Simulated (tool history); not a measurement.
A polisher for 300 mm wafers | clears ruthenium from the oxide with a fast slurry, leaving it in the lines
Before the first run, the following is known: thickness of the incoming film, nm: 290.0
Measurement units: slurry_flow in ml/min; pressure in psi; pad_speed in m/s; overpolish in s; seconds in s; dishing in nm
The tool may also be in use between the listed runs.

run,hour,slurry_flow,pressure,pad_speed,slurry_solids,overpolish,seconds,dishing
1,0.0,285,2.6,1.20,1.0,27,62.390,97.417
2,5.3,285,2.3,1.14,1.0,28,73.851,90.954
3,7.4,285,2.3,0.96,1.0,28,87.789,75.424
4,14.3,285,2.1,0.96,1.0,29,95.227,75.150
5,20.7,285,1.9,0.96,1.0,29,105.390,72.226
6,22.0,285,1.9,0.96,1.0,19,105.450,45.619
7,27.2,285,1.8,0.96,1.0,22,109.990,50.574

Run 8 comes next. What will it give?
8,35.6,285,1.7,0.96,1.0,24,?,?

{"run 8": {"seconds": 114.62, "dishing": 56.251}}

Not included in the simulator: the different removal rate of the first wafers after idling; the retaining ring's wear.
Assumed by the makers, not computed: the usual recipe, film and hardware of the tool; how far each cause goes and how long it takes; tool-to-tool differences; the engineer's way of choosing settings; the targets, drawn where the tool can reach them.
